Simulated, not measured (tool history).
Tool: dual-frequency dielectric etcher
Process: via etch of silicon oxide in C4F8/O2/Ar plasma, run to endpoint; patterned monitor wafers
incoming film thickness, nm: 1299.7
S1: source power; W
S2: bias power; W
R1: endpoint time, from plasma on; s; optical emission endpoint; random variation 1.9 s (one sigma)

| run | hour | S1 | S2 | R1 |
|---|---|---|---|---|
| 1 | 0 | 1780 | 2111 | 237.06 |
| 2 | 6.3 | 1880 | 2165 | 236.45 |
| 3 | 7.2 | 1730 | 2165 | 245.11 |
| 4 | 8.2 | 1860 | 2203 | 236.08 |
| 5 | 13.5 | 1640 | 2203 | 244.65 |
| 6 | 22.2 | 1400 | 2203 | 257.93 |
| 7 | 29.6 | 1600 | 2323 | 246.02 |
| 8 | 34 | 1600 | 2323 | 243.22 |

Run 9 comes next. What will it give?
| 9 | 36.1 | 1730 | 2407 | ? |

R1: 235.42 s

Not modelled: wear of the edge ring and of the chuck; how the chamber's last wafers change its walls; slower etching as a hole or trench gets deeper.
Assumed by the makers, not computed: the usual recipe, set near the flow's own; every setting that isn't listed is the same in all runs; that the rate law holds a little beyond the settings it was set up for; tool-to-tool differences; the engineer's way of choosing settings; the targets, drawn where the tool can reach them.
